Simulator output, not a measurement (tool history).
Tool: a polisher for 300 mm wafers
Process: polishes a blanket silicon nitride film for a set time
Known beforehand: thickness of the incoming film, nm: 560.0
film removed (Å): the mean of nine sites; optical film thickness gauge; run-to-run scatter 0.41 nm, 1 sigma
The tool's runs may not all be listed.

run	hour	flow of slurry (ml/min)	pressure of the wafer on the pad (kPa)	speed of the pad under the wafer (cm/s)	polishing time (s)	film removed (Å)
1	0.0	120	21.4	114	53	832.34
2	6.9	110	19.3	114	53	745.66
3	9.1	110	19.3	104	53	700.41
4	16.5	105	18.6	104	53	654.05
5	20.3	95	18.6	104	53	653.80
6	22.0	95	18.6	82	53	539.54
7	24.5	95	18.6	82	53	537.03
8	27.0	100	18.6	82	53	550.54
9	31.2	105	18.6	82	53	548.33

What will run 10 give?
10	33.9	110	18.6	82	53	?

film removed (Å): 558.75
